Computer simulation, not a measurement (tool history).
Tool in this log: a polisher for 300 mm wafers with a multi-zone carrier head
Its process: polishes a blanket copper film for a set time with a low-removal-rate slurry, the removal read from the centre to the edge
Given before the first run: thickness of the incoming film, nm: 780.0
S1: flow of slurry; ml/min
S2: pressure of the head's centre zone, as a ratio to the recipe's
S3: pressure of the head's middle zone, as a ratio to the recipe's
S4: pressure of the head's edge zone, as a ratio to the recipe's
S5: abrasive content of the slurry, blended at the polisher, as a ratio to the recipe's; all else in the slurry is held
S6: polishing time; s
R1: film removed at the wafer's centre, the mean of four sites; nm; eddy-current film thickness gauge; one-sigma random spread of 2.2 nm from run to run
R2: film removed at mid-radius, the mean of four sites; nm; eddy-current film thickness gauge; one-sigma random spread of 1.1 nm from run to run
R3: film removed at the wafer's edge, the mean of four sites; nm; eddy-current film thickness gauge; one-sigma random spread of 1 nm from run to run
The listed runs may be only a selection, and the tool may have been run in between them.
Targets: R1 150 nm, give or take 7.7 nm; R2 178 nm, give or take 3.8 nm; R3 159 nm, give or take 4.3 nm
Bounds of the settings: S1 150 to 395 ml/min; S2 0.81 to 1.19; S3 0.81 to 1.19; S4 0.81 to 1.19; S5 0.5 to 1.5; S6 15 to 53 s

run    day   S1    S2    S3    S4    S5  S6      R1      R2      R3
  1      0  250     1     1     1     1  34  111.92  112.49   114.9
  2  0.042  275     1  1.06  1.03  1.15  36  120.49  127.79  128.18
  3  0.371  275     1  1.06  1.11  1.15  36  122.75  127.99   132.5
  4  0.429  290     1   1.1  1.07  1.25  38  129.48  142.63  140.74
  5  0.612  225     1   1.1  1.07  1.25  38  128.69  140.32  138.04
  6   0.85  225  0.94   1.1  1.07  1.25  38  120.62  140.44  138.72
  7  0.967  235  0.97  1.13  1.05  1.35  39  129.68  149.98  144.67
  8    1.3  245  0.98  1.15  1.02   1.4  40  134.84  157.46  147.61
  9   1.65  255  0.99  1.16     1  1.45  41  141.39  163.99  150.86
 10  1.738  265  0.99  1.17     1  1.45  42  146.22  168.39  154.24
 11  1.921  265  0.98  1.18  0.99  1.45  42  144.65  171.18   153.7
 12  2.104  270  0.98  1.18  0.99  1.45  42  145.72  171.25  153.18
 13  2.292  275  0.98  1.18  0.99  1.45  42  142.68  171.75  154.65
 14  2.525  280  0.99  1.18  0.99  1.45  42  146.52  172.49  157.11

Which one of the following 5 next-run settings gets every result inside its allowed miss? There is exactly one.
  A  2.758  210  1.02  1.15  0.98  1.35  43   ?   ?   ?
  B  2.758  285  0.87  1.14  1.07   1.5  42   ?   ?   ?
  C  2.758  285  0.96  1.15   1.1   1.2  43   ?   ?   ?
  D  2.758  300  0.97  1.19  0.98   1.5  43   ?   ?   ?
  E  2.758  305  0.85  1.03  0.93   1.5  44   ?   ?   ?

move      R1      R2      R3
   A  149.57  165.44  152.63
   B  132.32  168.95  162.08
   C  141.57  165.51  159.85
   D  151.05  179.31  159.89
   E   136.3  165.15  160.38
A: further off than the last run
B: further off than the last run
C: further off than the last run
D: all results land within tolerance of their targets
E: further off than the last run
Move D is the one to make.

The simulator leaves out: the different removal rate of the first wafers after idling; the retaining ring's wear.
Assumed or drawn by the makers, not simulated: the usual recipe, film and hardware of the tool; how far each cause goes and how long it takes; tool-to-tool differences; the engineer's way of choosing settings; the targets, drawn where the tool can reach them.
